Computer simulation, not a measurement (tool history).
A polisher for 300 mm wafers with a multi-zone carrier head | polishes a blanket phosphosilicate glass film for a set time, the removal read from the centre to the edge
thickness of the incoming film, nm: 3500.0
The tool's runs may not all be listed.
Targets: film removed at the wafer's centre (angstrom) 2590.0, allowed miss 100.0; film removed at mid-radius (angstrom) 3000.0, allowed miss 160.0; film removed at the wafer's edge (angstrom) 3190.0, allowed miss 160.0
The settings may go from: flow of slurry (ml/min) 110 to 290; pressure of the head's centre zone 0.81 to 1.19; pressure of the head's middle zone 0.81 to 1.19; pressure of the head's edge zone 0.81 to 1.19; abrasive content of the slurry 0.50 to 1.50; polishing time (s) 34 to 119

run,hour,flow of slurry (ml/min),pressure of the head's centre zone,pressure of the head's middle zone,pressure of the head's edge zone,abrasive content of the slurry,polishing time (s),film removed at the wafer's centre (angstrom),film removed at mid-radius (angstrom),film removed at the wafer's edge (angstrom)
1,0.0,185,1.00,1.00,1.00,1.00,76,4510.4,4545.2,4438.2
2,3.6,180,0.98,0.99,1.00,0.95,75,4181.2,4230.4,4283.0
3,5.9,180,0.98,0.99,1.00,1.10,75,4565.9,4596.4,4649.7
4,6.6,180,0.98,0.99,0.96,1.10,75,4554.7,4598.4,4457.2
5,14.5,180,0.98,0.99,0.96,1.10,65,3926.1,3964.0,4001.8
6,23.2,180,1.06,0.99,0.96,1.10,65,4236.1,3935.0,3850.3
7,30.2,175,1.03,0.99,0.96,1.05,65,4065.1,3876.0,3801.4
8,33.0,175,1.01,0.99,0.96,1.00,65,3736.6,3782.3,3673.8
9,41.8,170,0.99,0.97,0.95,1.00,65,3736.1,3755.6,3688.1

5 next moves are on the table. One of them brings every result within its allowed miss. Which?
A,50.6,210,0.82,0.94,1.03,1.00,52,?,?,?
B,50.6,290,0.88,0.82,1.19,1.40,50,?,?,?
C,50.6,130,0.81,0.86,1.19,1.45,48,?,?,?
D,50.6,200,0.83,0.86,1.09,1.05,63,?,?,?
E,50.6,155,1.19,1.06,0.81,0.95,78,?,?,?

move,film removed at the wafer's centre (angstrom),film removed at mid-radius (angstrom),film removed at the wafer's edge (angstrom)
A,2635.5,3076.1,3132.7
B,3295.6,3282.6,3875.7
C,2558.6,2894.9,3434.1
D,3282.9,3587.7,3979.0
E,5300.5,4607.0,3947.6
A: meets every target
B: nearer than the last run, and not there yet
C: brings the result that was furthest off to its target, and leaves another outside
D: nearer than the last run, and not there yet
E: further off than the last run
The right move is A.
